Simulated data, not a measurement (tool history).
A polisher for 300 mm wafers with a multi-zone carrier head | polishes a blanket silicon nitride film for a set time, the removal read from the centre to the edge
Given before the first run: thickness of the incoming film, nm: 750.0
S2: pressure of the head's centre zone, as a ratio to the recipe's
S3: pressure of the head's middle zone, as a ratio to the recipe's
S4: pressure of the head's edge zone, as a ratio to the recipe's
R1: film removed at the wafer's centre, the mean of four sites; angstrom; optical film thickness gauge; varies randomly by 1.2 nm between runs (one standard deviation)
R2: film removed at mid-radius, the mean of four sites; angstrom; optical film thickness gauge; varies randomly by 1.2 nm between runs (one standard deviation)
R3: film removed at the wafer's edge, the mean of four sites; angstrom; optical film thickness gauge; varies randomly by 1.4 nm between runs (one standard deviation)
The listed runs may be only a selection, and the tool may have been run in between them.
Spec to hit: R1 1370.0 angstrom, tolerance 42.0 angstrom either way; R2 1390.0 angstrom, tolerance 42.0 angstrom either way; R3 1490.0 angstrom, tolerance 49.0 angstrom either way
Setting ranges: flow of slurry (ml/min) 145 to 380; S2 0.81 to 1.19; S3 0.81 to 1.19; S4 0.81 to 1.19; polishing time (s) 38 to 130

Run 1, day 0.000: flow of slurry (ml/min) 245, S2 1.00, S3 1.00, S4 1.00, polishing time (s) 84. Result: R1 1787.1 angstrom, R2 1774.0 angstrom, R3 1844.8 angstrom.
Run 2, day 0.050: flow of slurry (ml/min) 245, S2 1.05, S3 1.00, S4 1.00, polishing time (s) 84. Result: R1 1827.0 angstrom, R2 1717.6 angstrom, R3 1850.3 angstrom.
Run 3, day 0.371: flow of slurry (ml/min) 245, S2 1.05, S3 1.00, S4 0.96, polishing time (s) 84. Result: R1 1817.5 angstrom, R2 1739.0 angstrom, R3 1830.4 angstrom.
Run 4, day 0.404: flow of slurry (ml/min) 245, S2 1.11, S3 1.00, S4 0.96, polishing time (s) 84. Result: R1 1881.3 angstrom, R2 1780.2 angstrom, R3 1813.6 angstrom.
Run 5, day 0.675: flow of slurry (ml/min) 195, S2 1.11, S3 1.00, S4 0.96, polishing time (s) 84. Result: R1 1827.9 angstrom, R2 1706.2 angstrom, R3 1804.4 angstrom.
Run 6, day 0.988: flow of slurry (ml/min) 195, S2 1.03, S3 1.00, S4 0.96, polishing time (s) 84. Result: R1 1734.1 angstrom, R2 1715.0 angstrom, R3 1768.2 angstrom.
Run 7, day 1.238: flow of slurry (ml/min) 190, S2 1.01, S3 0.99, S4 0.95, polishing time (s) 83. Result: R1 1683.5 angstrom, R2 1690.6 angstrom, R3 1743.5 angstrom.
Run 8, day 1.462: flow of slurry (ml/min) 190, S2 1.00, S3 0.98, S4 0.94, polishing time (s) 82. Result: R1 1682.1 angstrom, R2 1596.2 angstrom, R3 1712.3 angstrom.
Run 9, day 1.754: flow of slurry (ml/min) 190, S2 1.00, S3 0.98, S4 0.94, polishing time (s) 82. Result: R1 1663.3 angstrom, R2 1630.9 angstrom, R3 1693.2 angstrom.
Run 10, day 2.038: flow of slurry (ml/min) 190, S2 1.00, S3 0.98, S4 0.94, polishing time (s) 82. Result: R1 1667.4 angstrom, R2 1628.4 angstrom, R3 1705.4 angstrom.
Run 11, day 2.125: flow of slurry (ml/min) 185, S2 0.98, S3 0.98, S4 0.94, polishing time (s) 81. Result: R1 1630.8 angstrom, R2 1613.4 angstrom, R3 1725.7 angstrom.
At day 2.488: edge zone pressure recalibrated.
Run 12, day 2.488: flow of slurry (ml/min) 200, S2 0.92, S3 0.96, S4 0.87, polishing time (s) 67. Result: R1 1327.0 angstrom, R2 1305.7 angstrom, R3 1346.0 angstrom.
Run 13, day 2.654: flow of slurry (ml/min) 200, S2 0.92, S3 0.96, S4 0.87, polishing time (s) 67. Result: R1 1325.6 angstrom, R2 1308.5 angstrom, R3 1331.0 angstrom.
Run 14, day 2.842: flow of slurry (ml/min) 200, S2 0.92, S3 0.96, S4 0.88, polishing time (s) 67. Result: R1 1304.4 angstrom, R2 1320.9 angstrom, R3 1333.1 angstrom.
Run 15, day 2.867: flow of slurry (ml/min) 255, S2 0.94, S3 0.94, S4 0.98, polishing time (s) 70. Result: R1 1440.6 angstrom, R2 1390.0 angstrom, R3 1466.7 angstrom.
Run 16, day 3.104: flow of slurry (ml/min) 250, S2 0.94, S3 0.94, S4 0.99, polishing time (s) 70. Result: R1 1431.5 angstrom, R2 1371.6 angstrom, R3 1500.9 angstrom.

Of the 4 settings listed for the next run, only one would bring every result within its allowed miss of target. Which one?
Run A, day 3.342: flow of slurry (ml/min) 160, S2 1.06, S3 0.89, S4 1.00, polishing time (s) 73. Result: R1 ?, R2 ?, R3 ?.
Run B, day 3.342: flow of slurry (ml/min) 240, S2 0.92, S3 0.96, S4 1.02, polishing time (s) 69. Result: R1 ?, R2 ?, R3 ?.
Run C, day 3.342: flow of slurry (ml/min) 260, S2 0.98, S3 0.99, S4 0.91, polishing time (s) 70. Result: R1 ?, R2 ?, R3 ?.
Run D, day 3.342: flow of slurry (ml/min) 225, S2 0.98, S3 0.93, S4 0.97, polishing time (s) 71. Result: R1 ?, R2 ?, R3 ?.

move      R1      R2      R3
   A  1504.2  1306.4  1475.5
   B  1377.3  1380.0  1456.3
   C  1464.1  1448.2  1415.6
   D  1460.1  1373.3  1459.4
A: its largest miss is bigger than the last run's
B: hits every target within its allowed miss
C: its largest miss is bigger than the last run's
D: its largest miss is bigger than the last run's
B is the move that brings every result within its allowed miss.

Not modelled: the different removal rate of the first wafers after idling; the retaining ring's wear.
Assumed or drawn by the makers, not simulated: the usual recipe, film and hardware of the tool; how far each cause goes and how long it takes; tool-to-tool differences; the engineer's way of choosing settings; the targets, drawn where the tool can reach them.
